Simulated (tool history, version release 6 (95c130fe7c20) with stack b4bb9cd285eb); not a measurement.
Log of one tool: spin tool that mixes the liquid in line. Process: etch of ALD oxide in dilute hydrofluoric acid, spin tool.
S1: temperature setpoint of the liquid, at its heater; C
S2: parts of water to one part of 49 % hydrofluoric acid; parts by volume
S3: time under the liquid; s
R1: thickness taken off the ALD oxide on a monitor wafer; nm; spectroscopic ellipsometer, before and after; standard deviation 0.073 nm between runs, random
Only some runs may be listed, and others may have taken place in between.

run 1 hour=0.0 | S1=23.0 S2=270 S3=305 | R1=8.4876
run 2 hour=1.6 | S1=21.5 S2=270 S3=305 | R1=7.9921
run 3 hour=7.0 | S1=22.5 S2=265 S3=305 | R1=8.4986
run 4 hour=9.5 | S1=19.5 S2=265 S3=305 | R1=7.5914
run 5 hour=17.5 | S1=21.0 S2=260 S3=305 | R1=8.2633
run 6 hour=20.0 | S1=22.5 S2=255 S3=305 | R1=9.0170
run 7 hour=24.0 | S1=23.5 S2=255 S3=305 | R1=9.2134
run 8 hour=29.5 | S1=24.5 S2=250 S3=305 | R1=9.8585

Expected results for the next run?
run 9 hour=31.5 | S1=28.5 S2=230 S3=305 | R1=?

For run 9 the tool returned R1 12.6760 nm.
